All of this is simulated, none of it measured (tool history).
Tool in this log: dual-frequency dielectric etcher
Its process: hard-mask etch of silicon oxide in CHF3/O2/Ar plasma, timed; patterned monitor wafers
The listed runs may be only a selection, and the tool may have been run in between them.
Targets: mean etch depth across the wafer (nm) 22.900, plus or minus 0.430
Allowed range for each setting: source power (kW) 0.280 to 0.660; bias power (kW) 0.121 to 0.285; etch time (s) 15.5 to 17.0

run,hour,source power (kW),bias power (kW),etch time (s),mean etch depth across the wafer (nm)
1,0.0,0.470,0.203,17.0,30.113
2,8.8,0.450,0.193,17.0,29.237
3,15.6,0.450,0.161,17.0,27.083
4,17.5,0.430,0.158,17.0,26.262
5,18.1,0.410,0.157,17.0,25.937
6,22.2,0.390,0.155,17.0,25.330
7,29.6,0.380,0.154,17.0,24.975
8,31.0,0.370,0.153,17.0,24.691
9,33.0,0.360,0.152,17.0,24.360
10,40.3,0.350,0.152,17.0,24.173
11,40.8,0.340,0.152,17.0,24.010

Exercise: of the 5 proposed moves below, exactly one satisfies all targets within the stated allowed misses. Which move is it?
A,41.3,0.350,0.154,16.0,?
B,41.3,0.300,0.151,16.5,?
C,41.3,0.360,0.171,16.5,?
D,41.3,0.450,0.154,16.0,?
E,41.3,0.440,0.141,16.5,?

move,mean etch depth across the wafer (nm)
A,22.952
B,22.263
C,24.960
D,25.074
E,24.746
A: all results in spec
B: takes the result that was furthest off past its target
C: further off than the last run
D: further off than the last run
E: further off than the last run
A is the move that brings every result within its allowed miss.
